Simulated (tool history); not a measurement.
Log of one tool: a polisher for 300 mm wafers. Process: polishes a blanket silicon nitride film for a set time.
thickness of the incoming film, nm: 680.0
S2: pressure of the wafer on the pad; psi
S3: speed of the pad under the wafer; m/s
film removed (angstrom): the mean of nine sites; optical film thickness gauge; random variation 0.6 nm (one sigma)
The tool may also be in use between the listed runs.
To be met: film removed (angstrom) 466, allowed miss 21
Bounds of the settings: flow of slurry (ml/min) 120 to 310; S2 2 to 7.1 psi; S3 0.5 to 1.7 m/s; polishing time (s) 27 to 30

{"run": 1, "day": 0.0, "flow of slurry (ml/min)": 200, "S2": 4.5, "S3": 1.1, "polishing time (s)": 30, "film removed (angstrom)": 656.14}
{"run": 2, "day": 0.058, "flow of slurry (ml/min)": 200, "S2": 4.5, "S3": 1.26, "polishing time (s)": 30, "film removed (angstrom)": 714.11}
{"run": 3, "day": 0.171, "flow of slurry (ml/min)": 200, "S2": 4.1, "S3": 1.26, "polishing time (s)": 30, "film removed (angstrom)": 654.68}
{"run": 4, "day": 0.292, "flow of slurry (ml/min)": 200, "S2": 4.1, "S3": 1.16, "polishing time (s)": 30, "film removed (angstrom)": 614.31}
{"run": 5, "day": 0.338, "flow of slurry (ml/min)": 200, "S2": 3.9, "S3": 1.16, "polishing time (s)": 30, "film removed (angstrom)": 573.15}
{"run": 6, "day": 0.579, "flow of slurry (ml/min)": 200, "S2": 3.9, "S3": 1, "polishing time (s)": 30, "film removed (angstrom)": 535.88}
{"run": 7, "day": 0.6, "flow of slurry (ml/min)": 200, "S2": 3.8, "S3": 1, "polishing time (s)": 30, "film removed (angstrom)": 503.58}
{"run": 8, "day": 0.921, "flow of slurry (ml/min)": 200, "S2": 3.7, "S3": 1, "polishing time (s)": 30, "film removed (angstrom)": 498.75}
{"day": 0.979, "done": "slurry nozzle cleaned"}
{"run": 9, "day": 0.979, "flow of slurry (ml/min)": 200, "S2": 3.6, "S3": 1, "polishing time (s)": 30, "film removed (angstrom)": 516.74}
{"run": 10, "day": 1.25, "flow of slurry (ml/min)": 200, "S2": 3.6, "S3": 1, "polishing time (s)": 30, "film removed (angstrom)": 510.87}
{"run": 11, "day": 1.367, "flow of slurry (ml/min)": 200, "S2": 3.5, "S3": 1, "polishing time (s)": 30, "film removed (angstrom)": 506.8}

Which of these 4 next moves meets every target?
{"run": "A", "day": 1.483, "flow of slurry (ml/min)": 185, "S2": 3.4, "S3": 0.98, "polishing time (s)": 30, "film removed (angstrom)": "?"}
{"run": "B", "day": 1.483, "flow of slurry (ml/min)": 240, "S2": 2.8, "S3": 1.46, "polishing time (s)": 30, "film removed (angstrom)": "?"}
{"run": "C", "day": 1.483, "flow of slurry (ml/min)": 195, "S2": 3.1, "S3": 1.04, "polishing time (s)": 27, "film removed (angstrom)": "?"}
{"run": "D", "day": 1.483, "flow of slurry (ml/min)": 125, "S2": 4.4, "S3": 1.02, "polishing time (s)": 28, "film removed (angstrom)": "?"}

move=A film_removed_(angstrom)=469.26
move=B film_removed_(angstrom)=534.09
move=C film_removed_(angstrom)=405.88
move=D film_removed_(angstrom)=533.71
A: meets every target
B: further off than the last run
C: takes the result that was furthest off past its target
D: further off than the last run
Answer: A
